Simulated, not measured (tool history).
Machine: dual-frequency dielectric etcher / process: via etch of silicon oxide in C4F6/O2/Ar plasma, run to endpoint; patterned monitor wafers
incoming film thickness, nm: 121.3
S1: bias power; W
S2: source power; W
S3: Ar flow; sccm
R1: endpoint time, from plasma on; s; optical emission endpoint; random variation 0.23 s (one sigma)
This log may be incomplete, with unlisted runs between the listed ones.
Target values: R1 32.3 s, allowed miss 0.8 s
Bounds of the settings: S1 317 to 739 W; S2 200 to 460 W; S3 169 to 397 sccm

{"run": 1, "hour": 0.0, "S1": 528, "S2": 330, "S3": 283, "R1": 26.548}
{"run": 2, "hour": 0.7, "S1": 492, "S2": 320, "S3": 286, "R1": 27.918}
{"run": 3, "hour": 2.2, "S1": 492, "S2": 320, "S3": 255, "R1": 27.848}
{"run": 4, "hour": 3.7, "S1": 560, "S2": 320, "S3": 255, "R1": 26.399}
{"run": 5, "hour": 7.9, "S1": 560, "S2": 320, "S3": 280, "R1": 26.981}
{"run": 6, "hour": 9.2, "S1": 605, "S2": 320, "S3": 280, "R1": 26.45}
{"run": 7, "hour": 17.9, "S1": 574, "S2": 300, "S3": 284, "R1": 27.586}
{"run": 8, "hour": 19.1, "S1": 468, "S2": 260, "S3": 294, "R1": 31.286}
{"run": 9, "hour": 26.4, "S1": 461, "S2": 260, "S3": 294, "R1": 31.147}
{"run": 10, "hour": 33.6, "S1": 453, "S2": 260, "S3": 294, "R1": 31.313}
{"run": 11, "hour": 37.6, "S1": 446, "S2": 260, "S3": 294, "R1": 31.423}

4 candidate next runs follow, results not yet known. Just one meets every target within its allowed miss. Identify it.
{"run": "A", "hour": 41.6, "S1": 367, "S2": 240, "S3": 328, "R1": "?"}
{"run": "B", "hour": 41.6, "S1": 506, "S2": 240, "S3": 332, "R1": "?"}
{"run": "C", "hour": 41.6, "S1": 439, "S2": 230, "S3": 261, "R1": "?"}
{"run": "D", "hour": 41.6, "S1": 461, "S2": 280, "S3": 336, "R1": "?"}

move=A R1=34.37
move=B R1=31.866
move=C R1=33.302
move=D R1=30.177
A: takes the biggest miss from the last run beyond its target
B: hits every target within its allowed miss
C: takes the biggest miss from the last run beyond its target
D: its largest miss is bigger than the last run's
The right move is B.

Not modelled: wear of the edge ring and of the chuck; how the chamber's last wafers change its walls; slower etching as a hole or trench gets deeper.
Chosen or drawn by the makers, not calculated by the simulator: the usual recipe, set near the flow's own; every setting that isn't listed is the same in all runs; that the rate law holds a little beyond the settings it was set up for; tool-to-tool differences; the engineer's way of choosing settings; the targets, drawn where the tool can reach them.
